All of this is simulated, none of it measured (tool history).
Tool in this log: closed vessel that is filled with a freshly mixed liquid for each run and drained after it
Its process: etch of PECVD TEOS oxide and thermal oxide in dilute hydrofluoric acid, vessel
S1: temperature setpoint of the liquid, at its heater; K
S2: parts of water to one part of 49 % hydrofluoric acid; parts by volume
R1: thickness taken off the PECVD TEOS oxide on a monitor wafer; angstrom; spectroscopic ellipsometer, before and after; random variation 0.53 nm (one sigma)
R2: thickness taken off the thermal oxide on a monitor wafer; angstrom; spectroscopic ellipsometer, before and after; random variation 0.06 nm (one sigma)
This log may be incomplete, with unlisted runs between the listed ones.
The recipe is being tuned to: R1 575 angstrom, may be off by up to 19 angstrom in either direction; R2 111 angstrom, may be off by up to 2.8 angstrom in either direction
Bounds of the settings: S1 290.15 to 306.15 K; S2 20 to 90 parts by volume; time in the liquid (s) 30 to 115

{"run": 1, "hour": 0.0, "S1": 298.15, "S2": 50, "time in the liquid (s)": 60, "R1": 314.06, "R2": 59.766}
{"run": 2, "hour": 1.4, "S1": 298.15, "S2": 50, "time in the liquid (s)": 75, "R1": 383.13, "R2": 74.728}
{"run": 3, "hour": 7.9, "S1": 299.15, "S2": 50, "time in the liquid (s)": 75, "R1": 401.29, "R2": 78.264}
{"run": 4, "hour": 9.2, "S1": 299.15, "S2": 40, "time in the liquid (s)": 75, "R1": 506.79, "R2": 98.941}
{"run": 5, "hour": 16.7, "S1": 299.15, "S2": 40, "time in the liquid (s)": 55, "R1": 380.88, "R2": 72.865}
{"run": 6, "hour": 19.0, "S1": 299.15, "S2": 40, "time in the liquid (s)": 65, "R1": 441.54, "R2": 85.644}
{"run": 7, "hour": 20.0, "S1": 303.15, "S2": 40, "time in the liquid (s)": 65, "R1": 524.12, "R2": 100.38}
{"run": 8, "hour": 27.8, "S1": 304.15, "S2": 40, "time in the liquid (s)": 65, "R1": 541.95, "R2": 104.49}

Exercise: of the 4 proposed moves below, exactly one satisfies all targets within the stated allowed misses. Which move is it?
{"run": "A", "hour": 35.6, "S1": 303.65, "S2": 45, "time in the liquid (s)": 80, "R1": "?", "R2": "?"}
{"run": "B", "hour": 35.6, "S1": 306.15, "S2": 35, "time in the liquid (s)": 50, "R1": "?", "R2": "?"}
{"run": "C", "hour": 35.6, "S1": 300.65, "S2": 50, "time in the liquid (s)": 85, "R1": "?", "R2": "?"}
{"run": "D", "hour": 35.6, "S1": 302.65, "S2": 45, "time in the liquid (s)": 70, "R1": "?", "R2": "?"}

move=A R1=581.58 R2=110.79
move=B R1=524.23 R2=99.866
move=C R1=489.2 R2=93.192
move=D R1=488.86 R2=93.127
A: in spec on every target
B: misses by more than the last run did
C: misses by more than the last run did
D: misses by more than the last run did
A is the move that brings every result within its allowed miss.
